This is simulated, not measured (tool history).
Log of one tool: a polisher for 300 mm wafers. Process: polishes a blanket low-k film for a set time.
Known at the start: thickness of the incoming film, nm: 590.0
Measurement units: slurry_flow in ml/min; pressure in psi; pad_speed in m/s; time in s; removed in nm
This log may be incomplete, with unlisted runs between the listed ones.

| run | hour | slurry_flow | pressure | pad_speed | slurry_solids | time | removed |
|---|---|---|---|---|---|---|---|
| 1 | 0.0 | 270 | 1.8 | 1.14 | 1.00 | 62 | 24.570 |
| 2 | 4.4 | 275 | 2.0 | 1.14 | 1.00 | 62 | 26.580 |
| 3 | 7.5 | 240 | 2.0 | 1.14 | 1.00 | 62 | 26.633 |
| 4 | 10.8 | 240 | 2.2 | 1.14 | 1.00 | 62 | 28.464 |
| 5 | 13.2 | 185 | 2.2 | 1.14 | 1.00 | 62 | 27.381 |
| 6 | 14.0 | 185 | 2.2 | 1.14 | 1.15 | 62 | 28.489 |
| 7 | 18.7 | 230 | 2.3 | 1.14 | 1.15 | 62 | 30.915 |
| 8 | 22.5 | 265 | 2.4 | 1.14 | 1.15 | 62 | 32.346 |
| 9 | 28.8 | 280 | 2.5 | 1.14 | 1.15 | 62 | 33.481 |
| 10 | 31.0 | 285 | 2.6 | 1.14 | 1.15 | 62 | 34.806 |

Run 11, settings as shown, results not yet in. Your forecast:
| 11 | 38.1 | 290 | 2.7 | 1.14 | 1.15 | 62 | ? |

removed: 36.303 nm
